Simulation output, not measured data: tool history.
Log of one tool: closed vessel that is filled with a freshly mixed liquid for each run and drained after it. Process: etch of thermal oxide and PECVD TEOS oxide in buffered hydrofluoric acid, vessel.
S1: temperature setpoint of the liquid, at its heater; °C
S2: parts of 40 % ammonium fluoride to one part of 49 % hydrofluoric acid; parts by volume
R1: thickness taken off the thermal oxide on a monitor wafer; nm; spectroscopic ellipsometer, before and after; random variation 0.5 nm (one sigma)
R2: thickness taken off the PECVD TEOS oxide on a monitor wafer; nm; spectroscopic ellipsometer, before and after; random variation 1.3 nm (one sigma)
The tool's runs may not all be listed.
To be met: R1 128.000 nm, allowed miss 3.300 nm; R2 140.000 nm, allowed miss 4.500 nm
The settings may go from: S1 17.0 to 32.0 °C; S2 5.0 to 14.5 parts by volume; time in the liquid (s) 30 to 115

run 1 day=0.000 | S1=25.0 S2=9.0 time_in_the_liquid_(s)=60 | R1=80.705 R2=87.674
run 2 day=0.279 | S1=25.0 S2=11.5 time_in_the_liquid_(s)=60 | R1=65.432 R2=71.322
run 3 day=0.475 | S1=25.0 S2=13.0 time_in_the_liquid_(s)=60 | R1=57.939 R2=62.767
run 4 day=0.550 | S1=25.0 S2=13.0 time_in_the_liquid_(s)=80 | R1=77.659 R2=84.069
run 5 day=0.838 | S1=25.0 S2=13.0 time_in_the_liquid_(s)=105 | R1=100.810 R2=110.990
run 6 day=1.175 | S1=26.0 S2=13.0 time_in_the_liquid_(s)=105 | R1=106.830 R2=116.040
run 7 day=1.342 | S1=27.0 S2=13.0 time_in_the_liquid_(s)=105 | R1=112.420 R2=123.830
run 8 day=1.592 | S1=27.5 S2=13.0 time_in_the_liquid_(s)=105 | R1=115.760 R2=127.630
run 9 day=1.908 | S1=28.0 S2=13.0 time_in_the_liquid_(s)=105 | R1=118.990 R2=132.230
run 10 day=2.204 | S1=28.5 S2=13.0 time_in_the_liquid_(s)=105 | R1=123.490 R2=134.800

Which of these 5 next moves meets every target?
run A day=2.500 | S1=27.0 S2=12.0 time_in_the_liquid_(s)=105 | R1=? R2=?
run B day=2.500 | S1=29.5 S2=12.5 time_in_the_liquid_(s)=100 | R1=? R2=?
run C day=2.500 | S1=27.5 S2=13.0 time_in_the_liquid_(s)=110 | R1=? R2=?
run D day=2.500 | S1=32.0 S2=14.5 time_in_the_liquid_(s)=95 | R1=? R2=?
run E day=2.500 | S1=27.0 S2=13.5 time_in_the_liquid_(s)=115 | R1=? R2=?

move=A R1=122.010 R2=135.010
move=B R1=127.510 R2=141.090
move=C R1=121.410 R2=134.340
move=D R1=119.400 R2=132.120
move=E R1=119.090 R2=131.780
A: further off than the last run
B: meets every target
C: further off than the last run
D: further off than the last run
E: further off than the last run
Answer: B
